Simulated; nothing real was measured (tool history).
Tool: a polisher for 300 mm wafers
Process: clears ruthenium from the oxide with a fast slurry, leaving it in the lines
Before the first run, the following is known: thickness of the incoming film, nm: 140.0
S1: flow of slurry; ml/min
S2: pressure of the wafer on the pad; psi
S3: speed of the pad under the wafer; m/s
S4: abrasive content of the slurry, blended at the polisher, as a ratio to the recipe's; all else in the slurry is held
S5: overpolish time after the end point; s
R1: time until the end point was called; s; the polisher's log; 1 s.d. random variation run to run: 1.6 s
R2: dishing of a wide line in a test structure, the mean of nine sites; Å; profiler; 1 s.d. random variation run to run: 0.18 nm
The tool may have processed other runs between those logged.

run 1 hour=0.0 | S1=200 S2=2.0 S3=0.76 S4=1.0 S5=9 | R1=48.023 R2=157.14
run 2 hour=7.2 | S1=200 S2=2.3 S3=0.76 S4=1.0 S5=9 | R1=43.390 R2=172.11
run 3 hour=11.6 | S1=200 S2=2.3 S3=0.84 S4=1.0 S5=9 | R1=38.837 R2=181.37
run 4 hour=13.3 | S1=200 S2=2.3 S3=0.84 S4=1.0 S5=7 | R1=39.660 R2=154.85
run 5 hour=14.3 | S1=200 S2=2.3 S3=0.84 S4=1.1 S5=7 | R1=36.874 R2=156.68
run 6 hour=20.7 | S1=230 S2=2.3 S3=0.84 S4=1.1 S5=7 | R1=36.538 R2=160.34
run 7 hour=24.3 | S1=230 S2=2.1 S3=0.80 S4=1.1 S5=8 | R1=43.612 R2=156.91

Predict the results of run 8:
run 8 hour=25.4 | S1=230 S2=1.9 S3=0.76 S4=1.1 S5=8 | R1=? R2=?

R1: 48.487 s
R2: 146.92 Å

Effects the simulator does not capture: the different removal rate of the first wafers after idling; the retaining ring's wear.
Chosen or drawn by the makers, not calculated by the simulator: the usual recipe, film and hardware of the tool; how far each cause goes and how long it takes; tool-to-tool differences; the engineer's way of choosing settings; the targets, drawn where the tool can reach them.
